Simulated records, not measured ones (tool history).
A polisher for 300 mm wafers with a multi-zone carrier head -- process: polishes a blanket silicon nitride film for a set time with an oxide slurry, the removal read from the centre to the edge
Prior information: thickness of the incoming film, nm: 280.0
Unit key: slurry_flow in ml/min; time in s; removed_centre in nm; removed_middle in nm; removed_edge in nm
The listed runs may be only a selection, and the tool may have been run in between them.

| run | hour | slurry_flow | centre_zone | middle_zone | edge_zone | slurry_solids | time | removed_centre | removed_middle | removed_edge |
|---|---|---|---|---|---|---|---|---|---|---|
| 1 | 0 | 125 | 1 | 1 | 1 | 1 | 54 | 42.622 | 41.462 | 41.396 |
| 2 | 3.6 | 110 | 0.97 | 0.94 | 0.95 | 0.85 | 45 | 30.439 | 29.448 | 30.446 |
| 3 | 10 | 135 | 0.97 | 0.94 | 0.95 | 0.85 | 45 | 32.82 | 31.01 | 31.301 |
| 4 | 12.5 | 120 | 0.96 | 0.9 | 0.93 | 0.75 | 39 | 24.899 | 23.314 | 24.72 |
| 5 | 19.2 | 120 | 0.96 | 0.9 | 0.9 | 0.75 | 39 | 25.145 | 23.494 | 23.952 |
| 6 | 23.4 | 110 | 0.95 | 0.87 | 0.89 | 0.7 | 37 | 22.118 | 20.409 | 21.529 |
| 7 | 25 | 75 | 0.9 | 0.81 | 0.85 | 0.5 | 31 | 12.11 | 11.091 | 12.699 |
| 8 | 25.9 | 90 | 0.9 | 0.81 | 0.87 | 0.5 | 31 | 12.911 | 11.942 | 13.55 |
| 9 | 31.9 | 100 | 0.9 | 0.81 | 0.89 | 0.5 | 31 | 13.297 | 12.129 | 13.908 |

What will run 10 give?
| 10 | 37 | 135 | 0.87 | 0.86 | 0.98 | 0.55 | 31 | ? | ? | ? |

{"run 10": {"removed_centre": 15.283, "removed_middle": 14.829, "removed_edge": 16.437}}

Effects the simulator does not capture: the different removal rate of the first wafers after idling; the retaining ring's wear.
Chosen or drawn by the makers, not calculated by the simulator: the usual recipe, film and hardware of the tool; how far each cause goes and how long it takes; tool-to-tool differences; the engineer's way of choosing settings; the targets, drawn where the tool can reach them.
